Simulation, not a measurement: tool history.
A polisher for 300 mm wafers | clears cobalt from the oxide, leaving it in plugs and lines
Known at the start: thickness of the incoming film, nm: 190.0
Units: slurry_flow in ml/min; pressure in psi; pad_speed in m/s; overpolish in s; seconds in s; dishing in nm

run	hour	slurry_flow	pressure	pad_speed	overpolish	seconds	dishing
1	0.0	190	1.8	0.78	12	47.257	32.562
2	1.1	190	1.8	0.70	12	53.046	32.013
3	6.3	235	1.8	0.70	12	50.987	31.345
4	13.0	255	1.7	0.78	10	47.932	28.752
5	14.9	265	1.7	0.82	8	46.482	25.313
6	23.4	275	1.7	0.86	7	43.778	22.908
7	27.2	280	1.7	0.90	6	42.177	21.949

The next listed run, before its measurement:
8	32.5	280	1.7	0.90	6	?	?

{"run 8": {"seconds": 42.383, "dishing": 21.773}}
